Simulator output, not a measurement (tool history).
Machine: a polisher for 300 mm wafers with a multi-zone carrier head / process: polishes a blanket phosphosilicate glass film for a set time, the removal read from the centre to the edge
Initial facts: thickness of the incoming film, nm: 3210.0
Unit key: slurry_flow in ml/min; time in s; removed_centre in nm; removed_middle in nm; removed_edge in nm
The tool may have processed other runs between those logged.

run	hour	slurry_flow	centre_zone	middle_zone	edge_zone	slurry_solids	time	removed_centre	removed_middle	removed_edge
1	0	315	1	1	1	1	44	229.89	234.91	222.54
2	0.8	315	1	1	1	1.2	44	255.11	259.51	260.17
3	5	305	1.01	0.95	1.03	1.05	43	230.77	223.66	235.07
4	13	305	1.01	0.87	1.03	1.05	43	229.55	209.88	235.82
5	18.1	300	1.02	0.85	1.02	0.9	42	201.32	180.48	204.04
6	24.7	300	1.02	0.85	1.02	0.9	49	237.43	207.26	237.87
7	28.1	290	1.02	0.84	0.99	0.8	48	210.31	180.71	203.33

Estimate the outcome of run 8 from the log above:
8	36.6	265	1.01	0.83	0.96	0.75	48	?	?	?

{"run 8": {"removed_centre": 191.6, "removed_middle": 167.73, "removed_edge": 191.18}}
